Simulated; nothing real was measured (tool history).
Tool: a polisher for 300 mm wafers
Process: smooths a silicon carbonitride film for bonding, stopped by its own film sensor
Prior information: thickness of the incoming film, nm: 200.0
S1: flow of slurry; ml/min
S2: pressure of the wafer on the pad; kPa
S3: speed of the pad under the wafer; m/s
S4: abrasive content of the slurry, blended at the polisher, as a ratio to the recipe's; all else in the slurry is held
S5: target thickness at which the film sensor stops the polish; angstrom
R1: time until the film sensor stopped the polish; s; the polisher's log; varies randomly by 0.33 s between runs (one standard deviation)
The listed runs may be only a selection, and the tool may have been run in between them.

run  hour   S1    S2    S3   S4    S5      R1
  1   0.0  230  16.5  0.78  1.0  1840  74.258
  2   6.9  180  16.5  0.78  1.0  1840  74.728
  3  10.1  180  16.5  0.78  1.0  1840  74.565
  4  13.3  180  18.6  0.82  1.0  1840  65.240
  5  15.5  180  20.0  0.88  1.0  1840  57.170
  6  18.5  180  21.4  0.92  1.0  1840  52.184
  7  20.5  180  22.1  0.96  1.0  1840  47.982
     27.5  -- slurry blender recalibrated
  8  27.5  180  22.8  0.98  1.0  1840  34.583
  9  36.1  175  22.8  0.98  1.0  1840  34.496
 10  37.0  180  22.8  0.98  1.0  1840  35.073
 11  41.4  175  22.8  0.98  1.0  1840  34.501
 12  46.9  180  22.8  0.98  1.0  1840  35.059
 13  55.1  175  22.8  0.98  1.0  1840  35.068

Run 14 has not been measured yet. What should we expect?
 14  59.9  180  22.8  0.98  1.0  1840   ?

For run 14 the tool returned R1 34.664 s.

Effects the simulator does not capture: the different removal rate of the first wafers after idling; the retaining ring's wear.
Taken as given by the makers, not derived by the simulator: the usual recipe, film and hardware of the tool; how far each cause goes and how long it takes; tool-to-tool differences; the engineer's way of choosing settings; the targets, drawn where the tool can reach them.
